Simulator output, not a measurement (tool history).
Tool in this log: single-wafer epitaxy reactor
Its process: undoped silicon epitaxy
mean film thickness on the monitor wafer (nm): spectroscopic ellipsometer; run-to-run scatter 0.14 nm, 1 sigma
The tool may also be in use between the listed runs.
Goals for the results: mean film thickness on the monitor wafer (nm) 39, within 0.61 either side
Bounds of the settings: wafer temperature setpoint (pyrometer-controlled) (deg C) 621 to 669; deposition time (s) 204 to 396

| run | hour | wafer temperature setpoint (pyrometer-controlled) (deg C) | deposition time (s) | mean film thickness on the monitor wafer (nm) |
|---|---|---|---|---|
| 1 | 0 | 645 | 300 | 46.083 |
| 2 | 6.3 | 640 | 300 | 40.271 |
| 3 | 11.7 | 640 | 271 | 36.587 |
| 4 | 17.1 | 640 | 241 | 32.439 |
| 5 | 20.1 | 634 | 241 | 27.926 |
| 6 | 25.4 | 634 | 210 | 24.501 |
| 7 | 26.7 | 636 | 210 | 25.595 |
| 8 | 28 | 638 | 210 | 27.146 |
| 9 | 35.5 | 640 | 210 | 28.384 |
| 10 | 41.7 | 640 | 210 | 28.431 |
| 11 | 47 | 642 | 210 | 29.829 |
| 12 | 52.9 | 643 | 210 | 30.479 |
| 13 | 56 | 644 | 210 | 31.31 |
| 14 | 62.2 | 645 | 210 | 32.008 |
| 15 | 68.9 | 656 | 211 | 42.362 |
| 16 | 74.2 | 654 | 211 | 40.494 |

Of the 4 settings listed for the next run, only one would bring every result within its allowed miss of target. Which one?
| A | 79.5 | 656 | 204 | ? |
| B | 79.5 | 654 | 209 | ? |
| C | 79.5 | 655 | 207 | ? |
| D | 79.5 | 651 | 220 | ? |

| move | mean film thickness on the monitor wafer (nm) |
|---|---|
| A | 40.768 |
| B | 39.77 |
| C | 40.367 |
| D | 38.879 |
A: the biggest miss grows against the last run
B: better than the last run, though not everything is in spec
C: better than the last run, though not everything is in spec
D: in spec on every target
The right move is D.
